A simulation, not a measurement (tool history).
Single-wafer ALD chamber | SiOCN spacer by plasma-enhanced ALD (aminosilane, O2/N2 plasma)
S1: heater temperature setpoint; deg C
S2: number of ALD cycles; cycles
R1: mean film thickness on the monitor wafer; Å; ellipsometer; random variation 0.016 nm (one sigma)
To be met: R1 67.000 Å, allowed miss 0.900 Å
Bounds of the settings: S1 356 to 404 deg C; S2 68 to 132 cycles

Run 1, hour 0.0: S1 380 deg C, S2 100 cycles. Result: R1 54.400 Å.
Run 2, hour 7.0: S1 380 deg C, S2 106 cycles. Result: R1 57.736 Å.
Run 3, hour 11.7: S1 380 deg C, S2 110 cycles. Result: R1 59.659 Å.
Run 4, hour 13.9: S1 380 deg C, S2 102 cycles. Result: R1 55.726 Å.
At hour 15.9: thermocouple changed; heater temperature recalibrated.
Run 5, hour 15.9: S1 380 deg C, S2 109 cycles. Result: R1 59.333 Å.
Run 6, hour 19.1: S1 390 deg C, S2 109 cycles. Result: R1 59.178 Å.
Run 7, hour 25.5: S1 390 deg C, S2 113 cycles. Result: R1 61.554 Å.
Run 8, hour 31.6: S1 390 deg C, S2 115 cycles. Result: R1 62.682 Å.

Which of these 5 next moves meets every target?
Run A, hour 37.7: S1 379 deg C, S2 123 cycles. Result: R1 ?.
Run B, hour 37.7: S1 392 deg C, S2 129 cycles. Result: R1 ?.
Run C, hour 37.7: S1 385 deg C, S2 110 cycles. Result: R1 ?.
Run D, hour 37.7: S1 393 deg C, S2 111 cycles. Result: R1 ?.
Run E, hour 37.7: S1 386 deg C, S2 110 cycles. Result: R1 ?.

move      R1
   A  67.054
   B  70.325
   C  59.967
   D  60.512
   E  59.967
A: meets every target
B: takes the result that was furthest off past its target
C: further off than the last run
D: further off than the last run
E: further off than the last run
Answer: A
